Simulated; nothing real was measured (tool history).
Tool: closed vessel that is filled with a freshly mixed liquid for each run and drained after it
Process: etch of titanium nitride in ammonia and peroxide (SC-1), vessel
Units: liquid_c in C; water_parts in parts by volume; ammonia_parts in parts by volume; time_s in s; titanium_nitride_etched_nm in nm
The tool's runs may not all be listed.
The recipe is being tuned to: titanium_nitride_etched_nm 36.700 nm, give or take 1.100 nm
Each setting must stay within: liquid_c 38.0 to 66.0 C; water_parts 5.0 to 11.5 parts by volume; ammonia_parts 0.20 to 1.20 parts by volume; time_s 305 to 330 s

run	day	liquid_c	water_parts	ammonia_parts	time_s	titanium_nitride_etched_nm
1	0.000	50.0	6.5	0.85	305	22.823
2	0.221	50.0	6.5	1.10	305	23.835
3	0.517	50.5	6.5	1.10	305	24.388
4	0.675	51.0	6.5	1.10	305	25.026
# day 0.938: new drum of ammonia solution connected
5	0.938	51.0	6.5	0.85	305	24.394
6	1.188	51.5	6.5	0.85	305	25.486
7	1.262	51.5	6.5	0.85	305	25.523
8	1.371	52.0	6.5	0.85	305	26.406
9	1.571	52.5	6.5	0.85	305	27.438
10	1.883	53.0	6.5	0.85	305	27.694

Next run, 4 choices. One meets every target within its allowed miss, the rest don't. Which?
A	2.196	57.0	6.0	0.90	330	?
B	2.196	50.0	6.0	0.75	305	?
C	2.196	49.5	10.0	1.00	305	?
D	2.196	57.0	7.5	0.70	330	?

move	titanium_nitride_etched_nm
A	41.821
B	23.389
C	18.404
D	36.297
A: moves the result that the last run missed by most past its target, out the other side
B: further off than the last run
C: further off than the last run
D: every result within its allowed miss
The move that meets every target is D.
